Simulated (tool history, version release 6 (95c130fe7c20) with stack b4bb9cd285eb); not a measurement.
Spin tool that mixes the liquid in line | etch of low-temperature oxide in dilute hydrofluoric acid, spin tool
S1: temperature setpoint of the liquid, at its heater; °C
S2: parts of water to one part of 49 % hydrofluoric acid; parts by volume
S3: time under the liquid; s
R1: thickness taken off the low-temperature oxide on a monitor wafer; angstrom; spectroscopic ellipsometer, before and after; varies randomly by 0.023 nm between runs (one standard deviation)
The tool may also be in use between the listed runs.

Run 1, hour 0.0: S1 24.0 °C, S2 180 parts by volume, S3 65 s. Result: R1 39.187 angstrom.
Run 2, hour 5.0: S1 22.0 °C, S2 185 parts by volume, S3 65 s. Result: R1 34.906 angstrom.
Run 3, hour 9.7: S1 22.0 °C, S2 135 parts by volume, S3 65 s. Result: R1 51.549 angstrom.
Run 4, hour 16.5: S1 20.5 °C, S2 155 parts by volume, S3 65 s. Result: R1 41.053 angstrom.
Run 5, hour 20.6: S1 19.5 °C, S2 165 parts by volume, S3 65 s. Result: R1 36.730 angstrom.
Run 6, hour 23.7: S1 18.5 °C, S2 170 parts by volume, S3 65 s. Result: R1 34.034 angstrom.

Run 7 comes next. What will it give?
Run 7, hour 31.7: S1 18.0 °C, S2 175 parts by volume, S3 65 s. Result: R1 ?.

R1: 32.195 angstrom
